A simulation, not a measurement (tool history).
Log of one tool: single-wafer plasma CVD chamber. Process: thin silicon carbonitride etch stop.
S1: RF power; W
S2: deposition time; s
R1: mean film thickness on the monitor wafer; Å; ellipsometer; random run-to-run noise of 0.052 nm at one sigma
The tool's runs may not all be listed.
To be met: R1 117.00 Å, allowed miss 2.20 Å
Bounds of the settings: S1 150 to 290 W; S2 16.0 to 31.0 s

run 1 hour=0.0 | S1=220 S2=23.5 | R1=141.33
run 2 hour=1.8 | S1=250 S2=23.5 | R1=147.52
run 3 hour=7.5 | S1=240 S2=23.0 | R1=142.99
run 4 hour=13.7 | S1=240 S2=25.6 | R1=157.44
run 5 hour=18.2 | S1=215 S2=25.6 | R1=152.45
run 6 hour=19.2 | S1=215 S2=29.0 | R1=173.06
run 7 hour=26.9 | S1=180 S2=25.2 | R1=141.87
run 8 hour=32.0 | S1=155 S2=21.4 | R1=114.57

Next run, 4 choices. One meets every target within its allowed miss, the rest don't. Which?
run A hour=37.1 | S1=150 S2=21.3 | R1=?
run B hour=37.1 | S1=180 S2=20.7 | R1=?
run C hour=37.1 | S1=160 S2=20.5 | R1=?
run D hour=37.1 | S1=155 S2=20.7 | R1=?

move=A R1=113.91
move=B R1=117.38
move=C R1=111.94
move=D R1=111.88
A: lands further from the targets than the last run did
B: all results in spec
C: lands further from the targets than the last run did
D: lands further from the targets than the last run did
B meets every target.

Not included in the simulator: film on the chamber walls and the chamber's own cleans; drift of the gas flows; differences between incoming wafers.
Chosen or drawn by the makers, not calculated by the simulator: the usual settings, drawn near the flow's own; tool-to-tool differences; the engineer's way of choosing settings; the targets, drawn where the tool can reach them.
